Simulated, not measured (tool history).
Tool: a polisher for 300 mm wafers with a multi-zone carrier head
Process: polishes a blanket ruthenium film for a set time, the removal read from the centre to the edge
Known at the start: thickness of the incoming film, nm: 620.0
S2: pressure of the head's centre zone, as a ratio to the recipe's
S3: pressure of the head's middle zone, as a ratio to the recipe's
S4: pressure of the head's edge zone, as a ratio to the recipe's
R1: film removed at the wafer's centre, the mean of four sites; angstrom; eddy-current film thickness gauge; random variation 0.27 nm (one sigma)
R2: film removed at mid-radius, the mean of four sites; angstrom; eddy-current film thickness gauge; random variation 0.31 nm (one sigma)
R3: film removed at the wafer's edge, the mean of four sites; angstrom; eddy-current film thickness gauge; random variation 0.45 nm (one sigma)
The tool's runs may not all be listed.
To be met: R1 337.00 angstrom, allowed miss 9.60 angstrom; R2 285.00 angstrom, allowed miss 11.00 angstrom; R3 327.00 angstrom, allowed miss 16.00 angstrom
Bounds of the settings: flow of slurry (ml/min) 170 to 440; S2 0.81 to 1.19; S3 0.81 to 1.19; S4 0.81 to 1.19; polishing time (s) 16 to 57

Run 1, hour 0.0: flow of slurry (ml/min) 280, S2 1.00, S3 1.00, S4 1.00, polishing time (s) 36. Result: R1 416.90 angstrom, R2 418.26 angstrom, R3 428.70 angstrom.
Run 2, hour 4.3: flow of slurry (ml/min) 275, S2 1.01, S3 0.95, S4 0.97, polishing time (s) 33. Result: R1 392.68 angstrom, R2 371.11 angstrom, R3 390.12 angstrom.
Run 3, hour 11.3: flow of slurry (ml/min) 270, S2 1.01, S3 0.91, S4 0.96, polishing time (s) 31. Result: R1 367.19 angstrom, R2 336.80 angstrom, R3 360.01 angstrom.
Run 4, hour 19.9: flow of slurry (ml/min) 260, S2 1.01, S3 0.88, S4 0.96, polishing time (s) 30. Result: R1 349.26 angstrom, R2 312.53 angstrom, R3 353.42 angstrom.
Run 5, hour 23.4: flow of slurry (ml/min) 320, S2 1.01, S3 0.88, S4 0.96, polishing time (s) 30. Result: R1 360.37 angstrom, R2 321.59 angstrom, R3 349.65 angstrom.
Run 6, hour 27.4: flow of slurry (ml/min) 320, S2 1.01, S3 0.93, S4 0.96, polishing time (s) 30. Result: R1 357.40 angstrom, R2 338.10 angstrom, R3 346.82 angstrom.
Run 7, hour 28.9: flow of slurry (ml/min) 320, S2 1.01, S3 0.93, S4 0.96, polishing time (s) 30. Result: R1 360.15 angstrom, R2 337.66 angstrom, R3 350.69 angstrom.
Run 8, hour 32.7: flow of slurry (ml/min) 320, S2 1.01, S3 0.89, S4 0.95, polishing time (s) 29. Result: R1 347.53 angstrom, R2 310.69 angstrom, R3 342.57 angstrom.

Which of these 5 next moves meets every target?
Run A, hour 36.5: flow of slurry (ml/min) 265, S2 0.92, S3 0.87, S4 1.06, polishing time (s) 30. Result: R1 ?, R2 ?, R3 ?.
Run B, hour 36.5: flow of slurry (ml/min) 255, S2 0.87, S3 0.85, S4 1.03, polishing time (s) 31. Result: R1 ?, R2 ?, R3 ?.
Run C, hour 36.5: flow of slurry (ml/min) 310, S2 0.97, S3 0.81, S4 0.97, polishing time (s) 31. Result: R1 ?, R2 ?, R3 ?.
Run D, hour 36.5: flow of slurry (ml/min) 280, S2 0.86, S3 0.88, S4 1.02, polishing time (s) 30. Result: R1 ?, R2 ?, R3 ?.
Run E, hour 36.5: flow of slurry (ml/min) 310, S2 1.02, S3 0.83, S4 0.91, polishing time (s) 28. Result: R1 ?, R2 ?, R3 ?.

move      R1      R2      R3
   A  323.74  314.76  359.04
   B  316.52  317.88  365.19
   C  356.89  311.41  361.02
   D  306.45  319.63  354.29
   E  337.58  286.88  317.19
A: further off than the last run
B: further off than the last run
C: as far off as the last run
D: further off than the last run
E: meets every target
The right move is E.

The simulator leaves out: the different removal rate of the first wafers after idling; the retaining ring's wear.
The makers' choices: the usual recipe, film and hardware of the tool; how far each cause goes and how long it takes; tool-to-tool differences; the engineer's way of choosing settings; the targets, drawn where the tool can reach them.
